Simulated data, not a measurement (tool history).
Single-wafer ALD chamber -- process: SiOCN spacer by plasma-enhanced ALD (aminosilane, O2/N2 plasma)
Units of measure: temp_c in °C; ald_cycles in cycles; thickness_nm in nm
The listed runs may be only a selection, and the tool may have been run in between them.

run,day,temp_c,ald_cycles,thickness_nm
1,0.000,405,112,6.5082
2,0.325,396,112,6.6328
3,0.388,397,109,6.4472
4,0.471,392,109,6.4904
5,0.717,392,98,5.7740
6,0.796,392,96,5.7082
7,1.025,392,95,5.6445

Predict the results of run 8:
8,1.271,404,82,?

{"run 8": {"thickness_nm": 4.7903}}
